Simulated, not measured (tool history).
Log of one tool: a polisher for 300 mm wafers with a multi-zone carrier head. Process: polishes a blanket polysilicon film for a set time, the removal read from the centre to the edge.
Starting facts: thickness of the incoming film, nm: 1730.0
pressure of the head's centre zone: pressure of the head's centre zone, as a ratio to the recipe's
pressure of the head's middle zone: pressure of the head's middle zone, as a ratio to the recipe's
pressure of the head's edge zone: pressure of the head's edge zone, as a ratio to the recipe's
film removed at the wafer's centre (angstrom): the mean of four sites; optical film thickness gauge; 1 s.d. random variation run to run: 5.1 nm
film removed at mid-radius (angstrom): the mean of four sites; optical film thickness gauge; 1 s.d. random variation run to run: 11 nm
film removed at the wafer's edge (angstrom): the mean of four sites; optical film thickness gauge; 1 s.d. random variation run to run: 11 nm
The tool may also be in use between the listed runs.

run	hour	flow of slurry (ml/min)	pressure of the head's centre zone	pressure of the head's middle zone	pressure of the head's edge zone	polishing time (s)	film removed at the wafer's centre (angstrom)	film removed at mid-radius (angstrom)	film removed at the wafer's edge (angstrom)
1	0.0	265	1.00	1.00	1.00	67	6244.3	6550.7	6731.5
2	7.2	275	1.01	1.03	1.00	68	6407.6	6784.8	6591.8
3	15.7	275	1.06	1.03	1.00	68	6605.6	6812.4	6602.5
4	20.3	320	1.06	1.03	1.00	68	6733.3	6735.6	6774.9
5	29.0	315	1.05	1.05	1.01	69	6741.5	7151.3	6838.9
6	36.8	280	1.05	1.05	1.01	69	6667.6	7064.4	6978.2
7	39.7	280	1.06	1.07	1.01	70	6803.0	7108.8	6925.6
8	42.4	285	1.05	1.09	1.00	71	6800.7	7329.6	6925.5
9	47.5	290	1.05	1.11	1.00	72	7011.2	7535.7	6987.5
10	53.2	290	1.04	1.12	1.00	73	7081.0	7840.0	7091.3

The next listed run, before its measurement:
# hour 61.6: edge zone pressure recalibrated
11	61.6	290	1.04	1.13	1.01	73	?	?	?

{"run 11": {"film removed at the wafer's centre (angstrom)": 6934.8, "film removed at mid-radius (angstrom)": 7786.8, "film removed at the wafer's edge (angstrom)": 6855.9}}

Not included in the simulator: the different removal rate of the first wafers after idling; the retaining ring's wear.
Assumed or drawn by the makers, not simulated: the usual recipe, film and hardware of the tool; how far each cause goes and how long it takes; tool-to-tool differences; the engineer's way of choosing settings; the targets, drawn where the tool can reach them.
